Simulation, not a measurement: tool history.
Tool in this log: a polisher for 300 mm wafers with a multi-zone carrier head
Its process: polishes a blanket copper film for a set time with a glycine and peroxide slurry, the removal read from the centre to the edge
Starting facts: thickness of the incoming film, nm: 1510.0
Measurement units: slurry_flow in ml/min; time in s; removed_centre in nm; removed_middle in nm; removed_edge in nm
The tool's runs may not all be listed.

| run | hour | slurry_flow | centre_zone | middle_zone | edge_zone | time | removed_centre | removed_middle | removed_edge |
|---|---|---|---|---|---|---|---|---|---|
| 1 | 0 | 310 | 1 | 1 | 1 | 73 | 270.3 | 266.44 | 264.65 |
| 2 | 7.4 | 310 | 1 | 0.99 | 0.98 | 67 | 250.33 | 244.95 | 238.13 |
| 3 | 11.6 | 310 | 0.98 | 0.97 | 0.96 | 63 | 229.61 | 226.68 | 229.55 |
| 4 | 12.3 | 310 | 1.06 | 0.97 | 0.96 | 63 | 245.89 | 222.13 | 227.6 |
| 5 | 16.5 | 310 | 1.05 | 0.98 | 0.95 | 59 | 228.91 | 218.57 | 210.37 |
| 6 | 24.8 | 310 | 1.04 | 0.97 | 0.94 | 56 | 218.95 | 203.33 | 202.2 |
| 7 | 27 | 310 | 1.03 | 0.97 | 0.93 | 54 | 208.9 | 199.97 | 192.89 |
| 8 | 31.8 | 305 | 1.02 | 0.96 | 0.91 | 53 | 201.67 | 193.07 | 190.33 |
| 9 | 40.3 | 305 | 1.01 | 0.98 | 0.86 | 46 | 172.55 | 163.88 | 155.28 |
| 10 | 43.7 | 310 | 1.01 | 0.98 | 0.88 | 46 | 168.34 | 165.27 | 159.22 |
| 11 | 49.2 | 310 | 1.02 | 0.99 | 0.9 | 46 | 176.3 | 171.01 | 159.87 |
| 12 | 51.9 | 310 | 1.02 | 0.99 | 0.92 | 46 | 174.37 | 168.59 | 162.9 |
| 13 | 56 | 310 | 1.02 | 0.99 | 0.93 | 47 | 177.65 | 176.43 | 165.08 |

What does the tool deliver on the next run?
| 14 | 61.7 | 310 | 1.02 | 0.98 | 0.94 | 47 | ? | ? | ? |

removed_centre: 181.45 nm
removed_middle: 170.29 nm
removed_edge: 170.48 nm
